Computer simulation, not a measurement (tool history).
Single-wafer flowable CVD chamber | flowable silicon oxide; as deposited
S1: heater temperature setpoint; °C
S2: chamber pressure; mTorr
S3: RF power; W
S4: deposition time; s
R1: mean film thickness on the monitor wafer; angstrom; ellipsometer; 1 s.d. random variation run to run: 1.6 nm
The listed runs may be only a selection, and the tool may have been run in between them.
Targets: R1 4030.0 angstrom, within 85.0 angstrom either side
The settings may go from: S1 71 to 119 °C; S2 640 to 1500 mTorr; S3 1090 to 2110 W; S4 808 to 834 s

run 1 hour=0.0 | S1=95 S2=1070 S3=1600 S4=808 | R1=7286.2
run 2 hour=3.0 | S1=95 S2=1070 S3=1525 S4=808 | R1=7085.5
run 3 hour=5.8 | S1=90 S2=1070 S3=1525 S4=808 | R1=8590.7
run 4 hour=14.7 | S1=93 S2=1070 S3=1525 S4=808 | R1=7695.2
run 5 hour=16.1 | S1=93 S2=1070 S3=1525 S4=834 | R1=7896.5
run 6 hour=21.2 | S1=96 S2=1070 S3=1525 S4=834 | R1=7098.8
run 7 hour=24.6 | S1=108 S2=1070 S3=1525 S4=834 | R1=4515.3
run 8 hour=31.5 | S1=110 S2=1070 S3=1525 S4=834 | R1=4202.4

Exactly one of the 5 candidate moves below puts every result within its allowed miss. Which one?
run A hour=38.4 | S1=112 S2=1240 S3=1560 S4=826 | R1=?
run B hour=38.4 | S1=116 S2=1290 S3=1505 S4=821 | R1=?
run C hour=38.4 | S1=106 S2=980 S3=1565 S4=808 | R1=?
run D hour=38.4 | S1=104 S2=920 S3=1530 S4=814 | R1=?
run E hour=38.4 | S1=107 S2=1040 S3=1420 S4=808 | R1=?

move=A R1=4485.2
move=B R1=3975.8
move=C R1=4322.3
move=D R1=4360.6
move=E R1=4258.5
A: moves away from the targets compared with the last run
B: hits every target within its allowed miss
C: moves away from the targets compared with the last run
D: moves away from the targets compared with the last run
E: moves away from the targets compared with the last run
Answer: B
